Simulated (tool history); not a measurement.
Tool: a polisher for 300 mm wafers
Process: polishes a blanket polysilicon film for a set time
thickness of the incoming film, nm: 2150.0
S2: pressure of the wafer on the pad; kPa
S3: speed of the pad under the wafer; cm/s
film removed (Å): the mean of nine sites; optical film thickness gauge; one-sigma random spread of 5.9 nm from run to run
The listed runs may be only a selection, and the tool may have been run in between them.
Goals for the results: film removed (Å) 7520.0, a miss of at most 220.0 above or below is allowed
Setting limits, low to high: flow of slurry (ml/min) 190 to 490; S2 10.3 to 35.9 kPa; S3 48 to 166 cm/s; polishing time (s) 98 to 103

{"run": 1, "hour": 0.0, "flow of slurry (ml/min)": 315, "S2": 22.8, "S3": 106, "polishing time (s)": 98, "film removed (Å)": 11830.0}
{"run": 2, "hour": 8.6, "flow of slurry (ml/min)": 315, "S2": 21.4, "S3": 106, "polishing time (s)": 98, "film removed (Å)": 11397.0}
{"run": 3, "hour": 12.6, "flow of slurry (ml/min)": 315, "S2": 20.0, "S3": 106, "polishing time (s)": 98, "film removed (Å)": 10926.0}
{"run": 4, "hour": 18.6, "flow of slurry (ml/min)": 315, "S2": 20.0, "S3": 120, "polishing time (s)": 98, "film removed (Å)": 11960.0}
{"run": 5, "hour": 20.4, "flow of slurry (ml/min)": 315, "S2": 18.6, "S3": 118, "polishing time (s)": 98, "film removed (Å)": 11287.0}
{"run": 6, "hour": 28.2, "flow of slurry (ml/min)": 315, "S2": 15.9, "S3": 118, "polishing time (s)": 98, "film removed (Å)": 10090.0}
{"run": 7, "hour": 29.5, "flow of slurry (ml/min)": 315, "S2": 15.2, "S3": 116, "polishing time (s)": 98, "film removed (Å)": 9822.9}
{"run": 8, "hour": 37.1, "flow of slurry (ml/min)": 315, "S2": 14.5, "S3": 114, "polishing time (s)": 98, "film removed (Å)": 9208.3}
{"run": 9, "hour": 39.8, "flow of slurry (ml/min)": 315, "S2": 13.8, "S3": 114, "polishing time (s)": 98, "film removed (Å)": 8925.8}
{"run": 10, "hour": 44.3, "flow of slurry (ml/min)": 315, "S2": 13.1, "S3": 114, "polishing time (s)": 98, "film removed (Å)": 8684.3}
{"run": 11, "hour": 45.9, "flow of slurry (ml/min)": 315, "S2": 13.1, "S3": 114, "polishing time (s)": 98, "film removed (Å)": 8621.0}
{"run": 12, "hour": 48.8, "flow of slurry (ml/min)": 315, "S2": 12.4, "S3": 114, "polishing time (s)": 98, "film removed (Å)": 8474.1}

4 next moves are on the table. One of them brings every result within its allowed miss. Which?
{"run": "A", "hour": 51.7, "flow of slurry (ml/min)": 280, "S2": 11.7, "S3": 106, "polishing time (s)": 98, "film removed (Å)": "?"}
{"run": "B", "hour": 51.7, "flow of slurry (ml/min)": 325, "S2": 11.7, "S3": 106, "polishing time (s)": 103, "film removed (Å)": "?"}
{"run": "C", "hour": 51.7, "flow of slurry (ml/min)": 330, "S2": 11.0, "S3": 108, "polishing time (s)": 102, "film removed (Å)": "?"}
{"run": "D", "hour": 51.7, "flow of slurry (ml/min)": 300, "S2": 11.0, "S3": 118, "polishing time (s)": 98, "film removed (Å)": "?"}

move=A film_removed_(Å)=7603.1
move=B film_removed_(Å)=8080.8
move=C film_removed_(Å)=7851.1
move=D film_removed_(Å)=8063.1
A: meets every target
B: nearer than the last run, and not there yet
C: nearer than the last run, and not there yet
D: nearer than the last run, and not there yet
Move A is the one to make.

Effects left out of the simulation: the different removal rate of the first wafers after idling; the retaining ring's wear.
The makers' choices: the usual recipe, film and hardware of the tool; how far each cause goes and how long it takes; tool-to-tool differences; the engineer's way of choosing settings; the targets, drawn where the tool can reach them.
